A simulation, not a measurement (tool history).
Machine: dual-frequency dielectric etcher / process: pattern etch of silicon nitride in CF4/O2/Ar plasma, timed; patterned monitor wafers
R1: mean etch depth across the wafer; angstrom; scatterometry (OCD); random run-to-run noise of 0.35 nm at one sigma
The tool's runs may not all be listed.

{"run": 1, "hour": 0.0, "source power (W)": 510, "bias power (W)": 52, "Ar flow (sccm)": 84, "CF4 flow (sccm)": 103, "etch time (s)": 80.0, "R1": 1660.0}
{"run": 2, "hour": 4.1, "source power (W)": 510, "bias power (W)": 52, "Ar flow (sccm)": 84, "CF4 flow (sccm)": 110, "etch time (s)": 80.0, "R1": 1680.4}
{"run": 3, "hour": 12.0, "source power (W)": 470, "bias power (W)": 50, "Ar flow (sccm)": 85, "CF4 flow (sccm)": 110, "etch time (s)": 80.0, "R1": 1540.0}
{"run": 4, "hour": 16.9, "source power (W)": 470, "bias power (W)": 45, "Ar flow (sccm)": 85, "CF4 flow (sccm)": 110, "etch time (s)": 80.0, "R1": 1474.5}
{"run": 5, "hour": 25.9, "source power (W)": 470, "bias power (W)": 45, "Ar flow (sccm)": 85, "CF4 flow (sccm)": 110, "etch time (s)": 80.0, "R1": 1473.7}
{"run": 6, "hour": 28.7, "source power (W)": 470, "bias power (W)": 45, "Ar flow (sccm)": 85, "CF4 flow (sccm)": 110, "etch time (s)": 80.0, "R1": 1470.5}
{"run": 7, "hour": 33.2, "source power (W)": 440, "bias power (W)": 44, "Ar flow (sccm)": 85, "CF4 flow (sccm)": 110, "etch time (s)": 80.0, "R1": 1398.8}
{"run": 8, "hour": 39.3, "source power (W)": 420, "bias power (W)": 43, "Ar flow (sccm)": 85, "CF4 flow (sccm)": 110, "etch time (s)": 80.0, "R1": 1339.4}

The next listed run, before its measurement:
{"run": 9, "hour": 45.7, "source power (W)": 400, "bias power (W)": 42, "Ar flow (sccm)": 85, "CF4 flow (sccm)": 110, "etch time (s)": 80.0, "R1": "?"}

Run 9 gave R1 1289.7 angstrom.
